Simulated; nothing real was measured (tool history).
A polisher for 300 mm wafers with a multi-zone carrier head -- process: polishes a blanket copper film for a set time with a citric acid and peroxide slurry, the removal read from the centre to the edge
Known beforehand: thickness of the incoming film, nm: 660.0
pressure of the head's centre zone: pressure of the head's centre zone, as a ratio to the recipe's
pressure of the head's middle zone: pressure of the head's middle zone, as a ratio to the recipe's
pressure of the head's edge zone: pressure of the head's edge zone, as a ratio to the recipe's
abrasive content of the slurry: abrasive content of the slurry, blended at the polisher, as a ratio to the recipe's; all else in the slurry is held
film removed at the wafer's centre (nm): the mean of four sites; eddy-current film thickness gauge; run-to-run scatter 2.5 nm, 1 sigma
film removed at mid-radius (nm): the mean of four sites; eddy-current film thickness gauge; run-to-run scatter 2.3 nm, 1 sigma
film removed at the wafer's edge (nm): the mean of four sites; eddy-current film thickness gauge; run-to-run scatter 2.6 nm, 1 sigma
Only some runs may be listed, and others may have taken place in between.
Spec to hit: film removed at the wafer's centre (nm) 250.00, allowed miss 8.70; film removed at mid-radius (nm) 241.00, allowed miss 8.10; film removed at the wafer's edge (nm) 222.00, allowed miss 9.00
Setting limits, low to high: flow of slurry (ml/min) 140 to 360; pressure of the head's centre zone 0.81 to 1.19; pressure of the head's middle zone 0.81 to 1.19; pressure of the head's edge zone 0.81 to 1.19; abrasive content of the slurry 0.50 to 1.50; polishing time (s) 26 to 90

run  hour  flow of slurry (ml/min)  pressure of the head's centre zone  pressure of the head's middle zone  pressure of the head's edge zone  abrasive content of the slurry  polishing time (s)  film removed at the wafer's centre (nm)  film removed at mid-radius (nm)  film removed at the wafer's edge (nm)
  1   0.0                      230                                1.00                                1.00                              1.00                            1.00                  58                                   151.21                           161.02                                 159.42
  2   1.1                      235                                1.02                                1.01                              1.01                            1.05                  59                                   161.48                           163.46                                 163.47
  3   7.8                      235                                1.02                                1.01                              1.04                            1.05                  59                                   162.69                           165.03                                 166.59
  4  12.0                      240                                1.03                                1.03                              1.05                            1.10                  60                                   170.59                           173.78                                 172.56
  5  13.5                      240                                1.03                                1.03                              0.98                            1.10                  60                                   171.38                           173.80                                 165.33
  6  15.5                      240                                0.97                                1.03                              0.98                            1.10                  60                                   161.83                           171.32                                 167.96
  7  19.3                      285                                1.07                                1.09                              1.08                            1.35                  71                                   228.15                           234.04                                 225.89
  8  25.0                      290                                1.08                                1.09                              1.08                            1.35                  71                                   229.50                           232.32                                 223.20
  9  32.5                      290                                1.09                                1.09                              1.08                            1.35                  71                                   229.51                           226.79                                 223.18
 10  39.1                      290                                1.10                                1.10                              1.07                            1.35                  71                                   230.27                           232.38                                 225.11
 11  48.1                      295                                1.11                                1.10                              1.05                            1.35                  71                                   233.75                           230.10                                 217.59

Pick the move, out of 4, that brings all results within their allowed miss; only one does.
  A  57.1                      215                                1.04                                1.10                              1.14                            1.45                  69                                        ?                                ?                                      ?
  B  57.1                      360                                1.09                                1.04                              0.92                            1.50                  74                                        ?                                ?                                      ?
  C  57.1                      270                                1.06                                1.12                              0.93                            1.40                  73                                        ?                                ?                                      ?
  D  57.1                      200                                1.19                                1.11                              1.11                            1.35                  70                                        ?                                ?                                      ?

move  film removed at the wafer's centre (nm)  film removed at mid-radius (nm)  film removed at the wafer's edge (nm)
   A                                   209.28                           222.62                                 226.39
   B                                   249.89                           240.62                                 228.75
   C                                   229.18                           242.31                                 218.28
   D                                   236.43                           221.31                                 220.87
A: the biggest miss grows against the last run
B: every result within its allowed miss
C: the biggest miss grows against the last run
D: the biggest miss grows against the last run
B meets every target.

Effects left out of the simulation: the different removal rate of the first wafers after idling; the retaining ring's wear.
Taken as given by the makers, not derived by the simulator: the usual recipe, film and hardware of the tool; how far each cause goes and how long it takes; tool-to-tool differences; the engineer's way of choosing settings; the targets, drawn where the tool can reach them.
